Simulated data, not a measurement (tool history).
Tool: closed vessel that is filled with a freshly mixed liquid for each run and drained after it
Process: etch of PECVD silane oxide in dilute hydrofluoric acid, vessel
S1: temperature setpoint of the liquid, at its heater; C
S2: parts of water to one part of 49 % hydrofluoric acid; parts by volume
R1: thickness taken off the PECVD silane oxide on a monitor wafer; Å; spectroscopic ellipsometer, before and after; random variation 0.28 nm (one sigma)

{"run": 1, "hour": 0.0, "S1": 22, "S2": 240, "time in the liquid (s)": 485, "R1": 829.67}
{"run": 2, "hour": 6.3, "S1": 22, "S2": 240, "time in the liquid (s)": 485, "R1": 837.35}
{"run": 3, "hour": 13.3, "S1": 22, "S2": 210, "time in the liquid (s)": 485, "R1": 992.56}
{"run": 4, "hour": 15.4, "S1": 22, "S2": 210, "time in the liquid (s)": 520, "R1": 1042.2}
{"run": 5, "hour": 21.3, "S1": 22, "S2": 210, "time in the liquid (s)": 520, "R1": 1050.5}
{"run": 6, "hour": 22.6, "S1": 22, "S2": 210, "time in the liquid (s)": 485, "R1": 976.32}
{"run": 7, "hour": 28.0, "S1": 20.5, "S2": 245, "time in the liquid (s)": 485, "R1": 781.08}
{"run": 8, "hour": 32.5, "S1": 19.5, "S2": 275, "time in the liquid (s)": 485, "R1": 646.54}
{"run": 9, "hour": 36.8, "S1": 19, "S2": 295, "time in the liquid (s)": 485, "R1": 575.92}

The next listed run, before its measurement:
{"run": 10, "hour": 40.7, "S1": 18.5, "S2": 310, "time in the liquid (s)": 485, "R1": "?"}

R1: 531.35 Å
